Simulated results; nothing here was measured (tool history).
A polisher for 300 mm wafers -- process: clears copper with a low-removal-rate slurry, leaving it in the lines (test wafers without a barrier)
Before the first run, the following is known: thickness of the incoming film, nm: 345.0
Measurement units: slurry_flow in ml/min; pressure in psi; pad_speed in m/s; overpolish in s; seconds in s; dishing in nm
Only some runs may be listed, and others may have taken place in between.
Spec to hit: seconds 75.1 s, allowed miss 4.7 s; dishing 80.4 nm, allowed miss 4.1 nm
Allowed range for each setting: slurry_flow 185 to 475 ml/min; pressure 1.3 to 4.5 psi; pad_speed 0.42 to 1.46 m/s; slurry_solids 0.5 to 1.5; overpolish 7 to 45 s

run 1 hour=0 | slurry_flow=305 pressure=2.9 pad_speed=0.94 slurry_solids=1 overpolish=23 | seconds=132.63 dishing=45.111
run 2 hour=6.1 | slurry_flow=340 pressure=2.9 pad_speed=0.94 slurry_solids=1 overpolish=23 | seconds=127.35 dishing=44.984
run 3 hour=7.6 | slurry_flow=340 pressure=3.1 pad_speed=0.94 slurry_solids=1 overpolish=23 | seconds=118.96 dishing=48.184
run 4 hour=8.7 | slurry_flow=340 pressure=3.1 pad_speed=0.94 slurry_solids=1 overpolish=17 | seconds=122.81 dishing=37.641
run 5 hour=10.7 | slurry_flow=340 pressure=2.5 pad_speed=0.94 slurry_solids=1 overpolish=17 | seconds=145.95 dishing=30.393
run 6 hour=11.6 | slurry_flow=335 pressure=2.8 pad_speed=0.96 slurry_solids=1 overpolish=18 | seconds=130.97 dishing=35.912
run 7 hour=17.2 | slurry_flow=330 pressure=3 pad_speed=0.98 slurry_solids=1 overpolish=19 | seconds=119.12 dishing=40.681
run 8 hour=19.4 | slurry_flow=325 pressure=3.2 pad_speed=0.98 slurry_solids=1 overpolish=20 | seconds=111.98 dishing=44.159
-- hour=24.1 worn pad replaced by a new one
run 9 hour=24.1 | slurry_flow=325 pressure=3.4 pad_speed=0.98 slurry_solids=1 overpolish=21 | seconds=96.346 dishing=56.219
run 10 hour=31.2 | slurry_flow=325 pressure=3.5 pad_speed=0.98 slurry_solids=1 overpolish=21 | seconds=94.363 dishing=55.766
run 11 hour=35.5 | slurry_flow=325 pressure=3.6 pad_speed=0.98 slurry_solids=1 overpolish=22 | seconds=91.801 dishing=58.74
run 12 hour=37.4 | slurry_flow=325 pressure=3.7 pad_speed=0.98 slurry_solids=1 overpolish=22 | seconds=89.02 dishing=60.841
run 13 hour=40.6 | slurry_flow=325 pressure=3.8 pad_speed=0.98 slurry_solids=1 overpolish=22 | seconds=83.917 dishing=63.15
run 14 hour=46.6 | slurry_flow=325 pressure=3.8 pad_speed=0.98 slurry_solids=1 overpolish=23 | seconds=83.47 dishing=65.211
run 15 hour=49.3 | slurry_flow=315 pressure=3.9 pad_speed=0.98 slurry_solids=1 overpolish=25 | seconds=85.909 dishing=72.226
run 16 hour=50.5 | slurry_flow=320 pressure=3.9 pad_speed=0.98 slurry_solids=1 overpolish=25 | seconds=83.782 dishing=72.419
run 17 hour=55.9 | slurry_flow=325 pressure=4 pad_speed=0.98 slurry_solids=1 overpolish=25 | seconds=81.017 dishing=70.592
run 18 hour=57.6 | slurry_flow=320 pressure=4 pad_speed=0.98 slurry_solids=1 overpolish=25 | seconds=83.105 dishing=74.63

Consider the 4 candidate settings below. Which is the only one whose results all fall within their allowed miss of target?
run A hour=59.3 | slurry_flow=455 pressure=3.6 pad_speed=1.1 slurry_solids=1.15 overpolish=31 | seconds=? dishing=?
run B hour=59.3 | slurry_flow=310 pressure=4 pad_speed=1 slurry_solids=0.75 overpolish=35 | seconds=? dishing=?
run C hour=59.3 | slurry_flow=410 pressure=4.5 pad_speed=1.1 slurry_solids=0.55 overpolish=30 | seconds=? dishing=?
run D hour=59.3 | slurry_flow=330 pressure=4.4 pad_speed=0.98 slurry_solids=0.95 overpolish=26 | seconds=? dishing=?

move=A seconds=76.515 dishing=90.492
move=B seconds=86.821 dishing=91.037
move=C seconds=74.589 dishing=91.795
move=D seconds=76.113 dishing=80.687
A: the furthest-off result lands on target, but another misses its tolerance
B: further off than the last run
C: the furthest-off result lands on target, but another misses its tolerance
D: meets every target
D meets every target.
